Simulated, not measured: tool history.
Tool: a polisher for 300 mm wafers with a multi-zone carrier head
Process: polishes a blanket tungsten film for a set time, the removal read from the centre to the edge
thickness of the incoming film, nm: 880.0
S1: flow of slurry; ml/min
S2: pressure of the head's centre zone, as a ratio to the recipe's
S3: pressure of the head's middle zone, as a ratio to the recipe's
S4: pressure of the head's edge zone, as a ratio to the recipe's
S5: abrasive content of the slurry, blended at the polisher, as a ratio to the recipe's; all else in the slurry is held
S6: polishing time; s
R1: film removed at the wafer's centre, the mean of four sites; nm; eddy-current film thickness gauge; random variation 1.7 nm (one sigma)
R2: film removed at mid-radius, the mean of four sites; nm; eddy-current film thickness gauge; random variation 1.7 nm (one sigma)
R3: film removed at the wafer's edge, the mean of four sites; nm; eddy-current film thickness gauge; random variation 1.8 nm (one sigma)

Run 1, day 0.000: S1 180 ml/min, S2 1.00, S3 1.00, S4 1.00, S5 1.00, S6 51 s. Result: R1 328.65 nm, R2 315.26 nm, R3 319.15 nm.
Run 2, day 0.112: S1 180 ml/min, S2 1.00, S3 1.00, S4 1.00, S5 0.90, S6 51 s. Result: R1 313.00 nm, R2 301.16 nm, R3 312.59 nm.
Run 3, day 0.183: S1 180 ml/min, S2 1.00, S3 1.00, S4 1.00, S5 0.75, S6 51 s. Result: R1 294.33 nm, R2 282.29 nm, R3 288.85 nm.
Run 4, day 0.271: S1 180 ml/min, S2 0.92, S3 1.00, S4 1.00, S5 0.75, S6 51 s. Result: R1 267.64 nm, R2 286.95 nm, R3 291.78 nm.
Run 5, day 0.321: S1 180 ml/min, S2 0.97, S3 0.98, S4 0.95, S5 0.65, S6 43 s. Result: R1 224.76 nm, R2 219.64 nm, R3 224.69 nm.
Run 6, day 0.525: S1 180 ml/min, S2 1.00, S3 0.97, S4 0.91, S5 0.60, S6 40 s. Result: R1 208.40 nm, R2 195.33 nm, R3 197.58 nm.
Run 7, day 0.812: S1 175 ml/min, S2 1.02, S3 0.96, S4 0.88, S5 0.55, S6 38 s. Result: R1 191.49 nm, R2 177.26 nm, R3 177.29 nm.

Run 8 comes next. What will it give?
Run 8, day 0.938: S1 165 ml/min, S2 1.05, S3 0.95, S4 0.86, S5 0.55, S6 38 s. Result: R1 ?, R2 ?, R3 ?.

{"run 8": {"R1": 194.77, "R2": 172.46, "R3": 171.63}}
